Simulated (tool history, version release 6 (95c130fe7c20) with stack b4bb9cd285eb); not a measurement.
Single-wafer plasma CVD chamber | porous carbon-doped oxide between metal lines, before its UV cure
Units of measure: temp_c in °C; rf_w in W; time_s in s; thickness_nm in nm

| run | hour | temp_c | rf_w | time_s | thickness_nm |
|---|---|---|---|---|---|
| 1 | 0.0 | 320 | 470 | 34.7 | 158.51 |
| 2 | 3.7 | 323 | 465 | 34.7 | 155.16 |
| 3 | 8.9 | 328 | 465 | 34.7 | 150.54 |
| 4 | 16.3 | 329 | 465 | 34.7 | 149.58 |
| 5 | 18.1 | 329 | 410 | 34.7 | 137.66 |
| 6 | 22.5 | 328 | 410 | 34.7 | 138.74 |

Estimate the outcome of run 7 from the log above:
| 7 | 31.3 | 327 | 410 | 34.7 | ? |

{"run 7": {"thickness_nm": 138.45}}

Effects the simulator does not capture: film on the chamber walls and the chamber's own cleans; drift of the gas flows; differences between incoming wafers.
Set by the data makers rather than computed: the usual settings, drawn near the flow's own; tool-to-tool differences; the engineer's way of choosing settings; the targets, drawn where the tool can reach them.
